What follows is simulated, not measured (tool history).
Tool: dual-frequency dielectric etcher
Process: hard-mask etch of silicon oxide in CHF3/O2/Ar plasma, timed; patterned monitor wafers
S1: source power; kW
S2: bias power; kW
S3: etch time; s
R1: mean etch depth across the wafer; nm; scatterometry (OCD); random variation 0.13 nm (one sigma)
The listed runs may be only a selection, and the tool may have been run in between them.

run,hour,S1,S2,S3,R1
1,0,0.84,0.139,15.5,32.69
2,6.7,0.81,0.138,15.5,32.054
3,13.7,0.88,0.138,15.5,33.086
4,17.3,0.88,0.138,15.5,33.02
5,18.1,0.84,0.136,15.5,32.129
6,25.4,0.81,0.135,15.5,32.179
7,34.2,0.78,0.131,15.5,31.099

What does the tool deliver on the next run?
8,41.2,0.75,0.13,15.5,?

R1: 30.789 nm

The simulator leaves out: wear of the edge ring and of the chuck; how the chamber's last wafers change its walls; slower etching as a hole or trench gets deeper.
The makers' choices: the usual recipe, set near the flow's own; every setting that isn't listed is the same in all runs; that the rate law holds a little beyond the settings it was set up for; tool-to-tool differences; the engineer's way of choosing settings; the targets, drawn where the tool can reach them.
